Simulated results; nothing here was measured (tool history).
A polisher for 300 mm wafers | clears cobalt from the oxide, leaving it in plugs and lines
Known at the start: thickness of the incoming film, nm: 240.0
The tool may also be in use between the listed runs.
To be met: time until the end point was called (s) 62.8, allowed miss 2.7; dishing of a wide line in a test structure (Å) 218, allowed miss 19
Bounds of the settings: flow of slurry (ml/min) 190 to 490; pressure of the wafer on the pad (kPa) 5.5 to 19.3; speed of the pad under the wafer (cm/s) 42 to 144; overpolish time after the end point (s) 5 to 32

| run | hour | flow of slurry (ml/min) | pressure of the wafer on the pad (kPa) | speed of the pad under the wafer (cm/s) | overpolish time after the end point (s) | time until the end point was called (s) | dishing of a wide line in a test structure (Å) |
|---|---|---|---|---|---|---|---|
| 1 | 0 | 315 | 12.4 | 92 | 16 | 48.373 | 437.01 |
| 2 | 5.2 | 370 | 12.4 | 92 | 16 | 49.705 | 434.93 |
| 3 | 13 | 330 | 11.7 | 92 | 14 | 50.353 | 400.02 |
| 4 | 14.9 | 300 | 10.3 | 92 | 12 | 54.163 | 357.6 |
| 5 | 15.9 | 300 | 10.3 | 92 | 19 | 54.503 | 467.16 |
| 6 | 16.7 | 300 | 12.4 | 92 | 19 | 49.881 | 464.98 |
| 7 | 18.1 | 275 | 13.1 | 84 | 16 | 51.616 | 443.39 |
| 8 | 18.9 | 325 | 11.7 | 88 | 14 | 53.859 | 396.53 |
| 9 | 24.4 | 330 | 10.3 | 92 | 12 | 53.726 | 357.5 |
| 10 | 27 | 365 | 9 | 94 | 10 | 57.554 | 305.45 |
| 11 | 35 | 390 | 8.3 | 96 | 9 | 58.873 | 267.44 |
| 12 | 41.7 | 395 | 8.3 | 96 | 8 | 57.944 | 250.69 |
| 13 | 50.1 | 400 | 8.3 | 96 | 8 | 58.638 | 255.07 |
| 14 | 54.2 | 400 | 8.3 | 96 | 8 | 59.042 | 261.58 |
| 15 | 60.6 | 405 | 8.3 | 96 | 7 | 58.751 | 236.64 |
| 16 | 65.7 | 410 | 8.3 | 96 | 7 | 58.925 | 227.45 |

4 next moves are on the table. One of them brings every result within its allowed miss. Which?
| A | 70.8 | 440 | 8.3 | 94 | 9 | ? | ? |
| B | 70.8 | 390 | 7.6 | 94 | 7 | ? | ? |
| C | 70.8 | 365 | 6.9 | 96 | 9 | ? | ? |
| D | 70.8 | 395 | 8.3 | 106 | 7 | ? | ? |

| move | time until the end point was called (s) | dishing of a wide line in a test structure (Å) |
|---|---|---|
| A | 60.45 | 291.56 |
| B | 63.645 | 231.44 |
| C | 65.643 | 274.45 |
| D | 54.292 | 261.72 |
A: brings the result that was furthest off to its target, and leaves another outside
B: meets every target
C: takes the result that was furthest off past its target
D: further off than the last run
Answer: B

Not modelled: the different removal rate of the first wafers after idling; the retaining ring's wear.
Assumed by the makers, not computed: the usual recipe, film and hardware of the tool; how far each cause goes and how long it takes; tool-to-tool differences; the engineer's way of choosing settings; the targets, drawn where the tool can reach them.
